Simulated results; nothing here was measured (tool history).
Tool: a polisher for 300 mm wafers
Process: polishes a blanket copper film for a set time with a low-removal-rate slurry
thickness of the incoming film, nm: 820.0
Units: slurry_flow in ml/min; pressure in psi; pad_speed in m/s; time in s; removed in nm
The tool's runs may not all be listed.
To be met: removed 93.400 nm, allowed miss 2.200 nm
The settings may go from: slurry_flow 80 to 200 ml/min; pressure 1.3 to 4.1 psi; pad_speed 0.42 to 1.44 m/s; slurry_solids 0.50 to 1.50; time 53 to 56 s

{"run": 1, "day": 0.0, "slurry_flow": 130, "pressure": 2.7, "pad_speed": 0.92, "slurry_solids": 1.0, "time": 53, "removed": 112.55}
{"run": 2, "day": 0.162, "slurry_flow": 140, "pressure": 2.7, "pad_speed": 0.92, "slurry_solids": 1.0, "time": 53, "removed": 114.34}
{"run": 3, "day": 0.412, "slurry_flow": 135, "pressure": 2.6, "pad_speed": 0.92, "slurry_solids": 1.0, "time": 53, "removed": 110.25}
{"run": 4, "day": 0.438, "slurry_flow": 130, "pressure": 2.5, "pad_speed": 0.92, "slurry_solids": 1.0, "time": 53, "removed": 105.58}
{"run": 5, "day": 0.708, "slurry_flow": 125, "pressure": 2.5, "pad_speed": 0.92, "slurry_solids": 1.0, "time": 53, "removed": 105.9}
{"run": 6, "day": 1.075, "slurry_flow": 125, "pressure": 2.5, "pad_speed": 0.92, "slurry_solids": 1.05, "time": 53, "removed": 105.76}
{"run": 7, "day": 1.354, "slurry_flow": 120, "pressure": 2.5, "pad_speed": 0.92, "slurry_solids": 1.05, "time": 53, "removed": 106.43}
{"run": 8, "day": 1.45, "slurry_flow": 105, "pressure": 2.1, "pad_speed": 0.92, "slurry_solids": 1.05, "time": 53, "removed": 87.194}
{"run": 9, "day": 1.821, "slurry_flow": 110, "pressure": 2.1, "pad_speed": 0.92, "slurry_solids": 1.05, "time": 53, "removed": 88.325}
{"run": 10, "day": 2.071, "slurry_flow": 115, "pressure": 2.1, "pad_speed": 0.92, "slurry_solids": 1.05, "time": 53, "removed": 89.199}
{"run": 11, "day": 2.358, "slurry_flow": 120, "pressure": 2.1, "pad_speed": 0.92, "slurry_solids": 1.05, "time": 53, "removed": 89.57}
{"run": 12, "day": 2.483, "slurry_flow": 130, "pressure": 2.1, "pad_speed": 0.92, "slurry_solids": 1.05, "time": 53, "removed": 91.015}
{"run": 13, "day": 2.625, "slurry_flow": 135, "pressure": 2.1, "pad_speed": 0.92, "slurry_solids": 1.05, "time": 53, "removed": 91.166}

4 next moves are on the table. One of them brings every result within its allowed miss. Which?
{"run": "A", "day": 2.767, "slurry_flow": 100, "pressure": 2.0, "pad_speed": 1.04, "slurry_solids": 0.9, "time": 55, "removed": "?"}
{"run": "B", "day": 2.767, "slurry_flow": 150, "pressure": 1.9, "pad_speed": 0.86, "slurry_solids": 1.35, "time": 56, "removed": "?"}
{"run": "C", "day": 2.767, "slurry_flow": 175, "pressure": 1.6, "pad_speed": 1.08, "slurry_solids": 0.95, "time": 54, "removed": "?"}
{"run": "D", "day": 2.767, "slurry_flow": 110, "pressure": 1.6, "pad_speed": 1.14, "slurry_solids": 1.25, "time": 53, "removed": "?"}

move=A removed=93.361
move=B removed=87.874
move=C removed=85.243
move=D removed=87.213
A: meets every target
B: further off than the last run
C: further off than the last run
D: further off than the last run
The right move is A.
